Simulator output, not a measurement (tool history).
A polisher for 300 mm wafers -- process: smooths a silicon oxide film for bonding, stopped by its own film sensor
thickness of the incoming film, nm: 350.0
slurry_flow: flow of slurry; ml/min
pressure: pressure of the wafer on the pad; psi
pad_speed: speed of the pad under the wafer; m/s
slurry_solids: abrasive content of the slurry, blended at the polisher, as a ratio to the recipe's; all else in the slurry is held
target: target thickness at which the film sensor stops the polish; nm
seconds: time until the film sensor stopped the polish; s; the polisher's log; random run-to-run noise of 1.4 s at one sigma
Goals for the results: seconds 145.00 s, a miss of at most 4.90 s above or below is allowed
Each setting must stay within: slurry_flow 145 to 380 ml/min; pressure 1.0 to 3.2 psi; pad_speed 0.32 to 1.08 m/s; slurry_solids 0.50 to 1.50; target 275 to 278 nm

run 1 day=0.000 | slurry_flow=245 pressure=2.1 pad_speed=0.70 slurry_solids=1.00 target=278 | seconds=103.56
run 2 day=0.296 | slurry_flow=245 pressure=1.9 pad_speed=0.70 slurry_solids=1.00 target=278 | seconds=113.67
run 3 day=0.558 | slurry_flow=245 pressure=1.7 pad_speed=0.70 slurry_solids=1.00 target=278 | seconds=126.10
run 4 day=0.912 | slurry_flow=245 pressure=1.7 pad_speed=0.76 slurry_solids=1.00 target=278 | seconds=118.98
run 5 day=1.192 | slurry_flow=245 pressure=1.6 pad_speed=0.76 slurry_solids=1.00 target=278 | seconds=125.31
run 6 day=1.308 | slurry_flow=245 pressure=1.6 pad_speed=0.76 slurry_solids=1.15 target=278 | seconds=117.61
run 7 day=1.354 | slurry_flow=245 pressure=1.6 pad_speed=0.76 slurry_solids=1.15 target=278 | seconds=113.72
run 8 day=1.658 | slurry_flow=245 pressure=1.5 pad_speed=0.76 slurry_solids=1.15 target=278 | seconds=125.02
run 9 day=1.788 | slurry_flow=245 pressure=1.4 pad_speed=0.76 slurry_solids=1.15 target=278 | seconds=134.57

Pick the move, out of 4, that brings all results within their allowed miss; only one does.
run A day=1.917 | slurry_flow=260 pressure=1.4 pad_speed=0.76 slurry_solids=1.05 target=275 | seconds=?
run B day=1.917 | slurry_flow=240 pressure=1.4 pad_speed=0.76 slurry_solids=1.15 target=278 | seconds=?
run C day=1.917 | slurry_flow=205 pressure=1.4 pad_speed=0.80 slurry_solids=1.15 target=275 | seconds=?
run D day=1.917 | slurry_flow=235 pressure=1.4 pad_speed=0.78 slurry_solids=1.10 target=278 | seconds=?

move=A seconds=143.93
move=B seconds=133.03
move=C seconds=135.15
move=D seconds=133.43
A: all results land within tolerance of their targets
B: further off than the last run
C: an improvement on the last run, though not all results are within tolerance
D: further off than the last run
Go with A: it meets all targets.
